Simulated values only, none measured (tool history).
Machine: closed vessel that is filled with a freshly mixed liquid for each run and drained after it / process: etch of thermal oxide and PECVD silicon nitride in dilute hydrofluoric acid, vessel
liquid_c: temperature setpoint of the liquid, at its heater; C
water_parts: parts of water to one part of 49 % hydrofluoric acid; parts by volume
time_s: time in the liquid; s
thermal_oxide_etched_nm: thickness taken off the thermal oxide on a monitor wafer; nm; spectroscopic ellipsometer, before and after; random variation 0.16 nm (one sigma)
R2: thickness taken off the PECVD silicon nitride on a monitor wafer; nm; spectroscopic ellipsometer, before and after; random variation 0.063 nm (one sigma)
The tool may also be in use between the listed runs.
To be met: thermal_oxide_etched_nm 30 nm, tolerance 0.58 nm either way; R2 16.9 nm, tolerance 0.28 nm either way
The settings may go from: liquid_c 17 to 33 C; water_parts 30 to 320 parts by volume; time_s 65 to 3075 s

Run 1, hour 0: liquid_c 25 C, water_parts 175 parts by volume, time_s 1570 s. Result: thermal_oxide_etched_nm 38.205 nm, R2 23.128 nm.
Run 2, hour 4.7: liquid_c 24 C, water_parts 180 parts by volume, time_s 1580 s. Result: thermal_oxide_etched_nm 35.857 nm, R2 21.465 nm.
Run 3, hour 10.3: liquid_c 24 C, water_parts 180 parts by volume, time_s 1955 s. Result: thermal_oxide_etched_nm 44.654 nm, R2 26.396 nm.
Run 4, hour 20: liquid_c 23 C, water_parts 190 parts by volume, time_s 1975 s. Result: thermal_oxide_etched_nm 40.612 nm, R2 23.658 nm.
Run 5, hour 23: liquid_c 22.5 C, water_parts 200 parts by volume, time_s 1995 s. Result: thermal_oxide_etched_nm 38.144 nm, R2 21.928 nm.
Run 6, hour 32.3: liquid_c 22.5 C, water_parts 140 parts by volume, time_s 1995 s. Result: thermal_oxide_etched_nm 58.332 nm, R2 31.252 nm.
Run 7, hour 37.5: liquid_c 22 C, water_parts 160 parts by volume, time_s 2015 s. Result: thermal_oxide_etched_nm 49.608 nm, R2 26.914 nm.
Run 8, hour 46.1: liquid_c 21.5 C, water_parts 175 parts by volume, time_s 2035 s. Result: thermal_oxide_etched_nm 43.032 nm, R2 23.937 nm.
Run 9, hour 54.6: liquid_c 21 C, water_parts 185 parts by volume, time_s 2055 s. Result: thermal_oxide_etched_nm 41.007 nm, R2 22.228 nm.
Run 10, hour 57: liquid_c 21 C, water_parts 195 parts by volume, time_s 2075 s. Result: thermal_oxide_etched_nm 38.047 nm, R2 21.452 nm.
Run 11, hour 62.1: liquid_c 20.5 C, water_parts 200 parts by volume, time_s 2095 s. Result: thermal_oxide_etched_nm 36.665 nm, R2 20.387 nm.
Run 12, hour 67.5: liquid_c 20 C, water_parts 205 parts by volume, time_s 2115 s. Result: thermal_oxide_etched_nm 35.502 nm, R2 19.429 nm.
Run 13, hour 69.6: liquid_c 20 C, water_parts 210 parts by volume, time_s 2130 s. Result: thermal_oxide_etched_nm 34.754 nm, R2 19.187 nm.
Run 14, hour 72.9: liquid_c 20 C, water_parts 215 parts by volume, time_s 2145 s. Result: thermal_oxide_etched_nm 33.898 nm, R2 18.813 nm.
Run 15, hour 81.9: liquid_c 20 C, water_parts 215 parts by volume, time_s 2145 s. Result: thermal_oxide_etched_nm 33.869 nm, R2 18.833 nm.

Which single option among these 4 for the next run brings every result within its allowed miss of target? Just one does.
Run A, hour 90.9: liquid_c 29.5 C, water_parts 250 parts by volume, time_s 1535 s. Result: thermal_oxide_etched_nm ?, R2 ?.
Run B, hour 90.9: liquid_c 21 C, water_parts 215 parts by volume, time_s 1750 s. Result: thermal_oxide_etched_nm ?, R2 ?.
Run C, hour 90.9: liquid_c 20.5 C, water_parts 215 parts by volume, time_s 1980 s. Result: thermal_oxide_etched_nm ?, R2 ?.
Run D, hour 90.9: liquid_c 18.5 C, water_parts 275 parts by volume, time_s 2720 s. Result: thermal_oxide_etched_nm ?, R2 ?.

move  thermal_oxide_etched_nm      R2
   A                   28.249  20.778
   B                   28.704  16.289
   C                   31.866  17.842
   D                   30.011  16.967
A: lands further from the targets than the last run did
B: the result that was furthest off in the last run now lies on the other side of its target
C: nearer the targets than the last run, but a result is still out of spec
D: hits every target within its allowed miss
The move that meets every target is D.

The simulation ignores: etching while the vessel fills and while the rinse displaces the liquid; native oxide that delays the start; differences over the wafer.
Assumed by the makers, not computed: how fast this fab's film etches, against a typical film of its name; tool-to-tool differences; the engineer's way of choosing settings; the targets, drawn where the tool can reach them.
